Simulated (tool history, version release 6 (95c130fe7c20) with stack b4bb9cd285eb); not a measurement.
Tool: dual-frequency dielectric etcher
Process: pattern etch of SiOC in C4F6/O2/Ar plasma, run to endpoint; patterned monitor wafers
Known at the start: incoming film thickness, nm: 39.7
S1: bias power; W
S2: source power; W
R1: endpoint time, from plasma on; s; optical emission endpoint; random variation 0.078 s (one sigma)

| run | hour | S1 | S2 | R1 |
|---|---|---|---|---|
| 1 | 0 | 576 | 440 | 13.576 |
| 2 | 5.7 | 595 | 440 | 13.468 |
| 3 | 9.5 | 614 | 440 | 13.249 |
| 4 | 12.6 | 614 | 480 | 12.735 |
| 5 | 14.4 | 556 | 480 | 13.28 |
| 6 | 16.2 | 556 | 550 | 12.387 |
| 7 | 20.1 | 562 | 550 | 12.491 |
| 8 | 23.5 | 569 | 550 | 12.348 |
| 9 | 32.2 | 574 | 550 | 12.187 |

Run 10 comes next. What will it give?
| 10 | 39.5 | 577 | 550 | ? |

R1: 12.259 s

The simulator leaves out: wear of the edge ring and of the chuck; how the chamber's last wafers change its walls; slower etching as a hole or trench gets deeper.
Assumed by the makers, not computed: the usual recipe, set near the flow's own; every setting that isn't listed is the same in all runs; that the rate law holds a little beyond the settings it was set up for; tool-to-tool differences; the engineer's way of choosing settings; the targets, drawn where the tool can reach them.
